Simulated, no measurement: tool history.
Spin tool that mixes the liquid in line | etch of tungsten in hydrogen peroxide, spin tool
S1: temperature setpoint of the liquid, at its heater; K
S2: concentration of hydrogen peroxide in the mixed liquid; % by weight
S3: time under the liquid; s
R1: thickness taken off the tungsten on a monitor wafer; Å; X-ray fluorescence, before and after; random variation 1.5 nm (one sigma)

Run 1, hour 0: S1 322.15 K, S2 17 % by weight, S3 50 s. Result: R1 1302.9 Å.
Run 2, hour 6.8: S1 322.15 K, S2 18.5 % by weight, S3 50 s. Result: R1 1364.8 Å.
Run 3, hour 11.8: S1 322.15 K, S2 15.5 % by weight, S3 50 s. Result: R1 1252.7 Å.
Run 4, hour 17.7: S1 322.15 K, S2 15.5 % by weight, S3 50 s. Result: R1 1250.7 Å.
Run 5, hour 20.7: S1 317.65 K, S2 15.5 % by weight, S3 50 s. Result: R1 938.41 Å.
Run 6, hour 27.1: S1 320.65 K, S2 15.5 % by weight, S3 50 s. Result: R1 1131.8 Å.
Run 7, hour 35.3: S1 322.65 K, S2 15.5 % by weight, S3 50 s. Result: R1 1295.9 Å.
Run 8, hour 36.7: S1 324.15 K, S2 15.5 % by weight, S3 50 s. Result: R1 1401.3 Å.
Run 9, hour 40.3: S1 325.65 K, S2 15.5 % by weight, S3 50 s. Result: R1 1523.9 Å.
Run 10, hour 46.2: S1 326.65 K, S2 15.5 % by weight, S3 50 s. Result: R1 1639.3 Å.
Run 11, hour 50.7: S1 327.65 K, S2 15.5 % by weight, S3 50 s. Result: R1 1729.9 Å.
Run 12, hour 52.3: S1 328.15 K, S2 15.5 % by weight, S3 50 s. Result: R1 1775.5 Å.

Forecast run 13:
Run 13, hour 53.5: S1 328.65 K, S2 15.5 % by weight, S3 50 s. Result: R1 ?.

{"run 13": {"R1": 1844.5}}
